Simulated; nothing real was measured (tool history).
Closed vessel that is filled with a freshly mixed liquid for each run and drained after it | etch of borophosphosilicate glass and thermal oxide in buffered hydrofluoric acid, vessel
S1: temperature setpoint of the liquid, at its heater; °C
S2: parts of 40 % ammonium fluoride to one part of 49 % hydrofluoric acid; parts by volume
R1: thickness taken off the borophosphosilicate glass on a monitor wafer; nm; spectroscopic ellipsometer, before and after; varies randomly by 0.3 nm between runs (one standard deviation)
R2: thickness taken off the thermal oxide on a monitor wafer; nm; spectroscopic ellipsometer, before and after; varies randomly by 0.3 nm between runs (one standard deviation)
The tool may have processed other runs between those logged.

run 1 hour=0.0 | S1=20.0 S2=12.0 time_in_the_liquid_(s)=60 | R1=48.998 R2=50.209
run 2 hour=3.5 | S1=20.0 S2=12.0 time_in_the_liquid_(s)=80 | R1=66.761 R2=67.004
run 3 hour=10.3 | S1=19.5 S2=13.0 time_in_the_liquid_(s)=80 | R1=59.793 R2=59.022
run 4 hour=14.2 | S1=19.5 S2=13.0 time_in_the_liquid_(s)=95 | R1=71.495 R2=71.375
run 5 hour=22.3 | S1=19.0 S2=14.0 time_in_the_liquid_(s)=95 | R1=63.263 R2=63.305
run 6 hour=31.0 | S1=18.5 S2=15.0 time_in_the_liquid_(s)=95 | R1=58.534 R2=57.937
run 7 hour=32.3 | S1=18.5 S2=16.0 time_in_the_liquid_(s)=95 | R1=54.274 R2=54.364

Forecast run 8:
run 8 hour=34.7 | S1=18.0 S2=16.5 time_in_the_liquid_(s)=95 | R1=? R2=?

R1: 51.841 nm
R2: 51.461 nm
